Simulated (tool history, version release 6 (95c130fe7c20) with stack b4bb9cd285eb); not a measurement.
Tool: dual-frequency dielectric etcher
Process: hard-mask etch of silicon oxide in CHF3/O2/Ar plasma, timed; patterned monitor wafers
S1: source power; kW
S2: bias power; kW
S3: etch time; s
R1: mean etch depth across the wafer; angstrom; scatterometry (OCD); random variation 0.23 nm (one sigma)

run    day    S1     S2    S3      R1
  1      0  0.61  0.148  34.5  637.31
  2  0.042  0.61  0.125  34.5  598.38
  3  0.188  0.55  0.125  34.5  575.87
  4  0.375  0.49  0.125  34.5  541.05
  5  0.646   0.5  0.125  34.5   550.1
  6  0.696  0.45  0.125  34.5     520
  7  0.838  0.47  0.125  34.5  535.76

Run 8 comes next. What will it give?
  8  0.892  0.48  0.125  34.5   ?

Run 8 gave R1 537.3 angstrom.

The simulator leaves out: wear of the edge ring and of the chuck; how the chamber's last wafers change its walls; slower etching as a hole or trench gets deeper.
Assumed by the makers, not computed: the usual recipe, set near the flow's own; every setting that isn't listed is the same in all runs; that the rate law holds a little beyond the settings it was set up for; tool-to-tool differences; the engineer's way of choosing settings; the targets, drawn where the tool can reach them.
